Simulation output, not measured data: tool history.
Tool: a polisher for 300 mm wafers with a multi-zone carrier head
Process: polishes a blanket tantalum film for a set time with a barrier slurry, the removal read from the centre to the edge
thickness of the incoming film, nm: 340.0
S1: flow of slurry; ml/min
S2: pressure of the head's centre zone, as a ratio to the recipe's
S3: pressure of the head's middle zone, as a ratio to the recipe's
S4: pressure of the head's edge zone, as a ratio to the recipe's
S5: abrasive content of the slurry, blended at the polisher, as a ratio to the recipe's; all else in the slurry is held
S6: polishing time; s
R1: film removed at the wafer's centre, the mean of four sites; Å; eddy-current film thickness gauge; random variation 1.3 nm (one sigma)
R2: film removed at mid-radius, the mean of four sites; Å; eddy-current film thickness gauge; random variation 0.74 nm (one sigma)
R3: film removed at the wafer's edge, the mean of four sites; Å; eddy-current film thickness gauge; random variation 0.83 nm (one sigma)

run	hour	S1	S2	S3	S4	S5	S6	R1	R2	R3
1	0.0	280	1.00	1.00	1.00	1.00	57	726.94	714.79	737.82
2	1.0	280	1.00	1.00	0.91	1.00	57	728.18	708.04	703.40
3	4.2	280	1.00	1.00	0.91	1.15	57	750.96	740.11	732.70
4	9.9	280	1.00	1.00	0.91	1.15	67	886.45	879.71	849.92
5	13.8	280	1.00	1.00	0.91	1.25	67	880.48	888.07	870.53
6	18.6	285	1.01	1.00	0.95	1.30	67	931.54	904.84	891.56
7	26.2	285	1.00	0.99	0.98	1.35	67	928.27	879.88	915.40
8	28.8	285	1.00	0.99	0.98	1.35	67	926.01	892.22	923.96
9	30.8	290	0.99	0.99	1.00	1.40	67	908.60	915.87	927.08

The next listed run, before its measurement:
10	34.1	290	0.99	0.99	1.00	1.40	67	?	?	?

R1: 891.12 Å
R2: 903.92 Å
R3: 933.26 Å
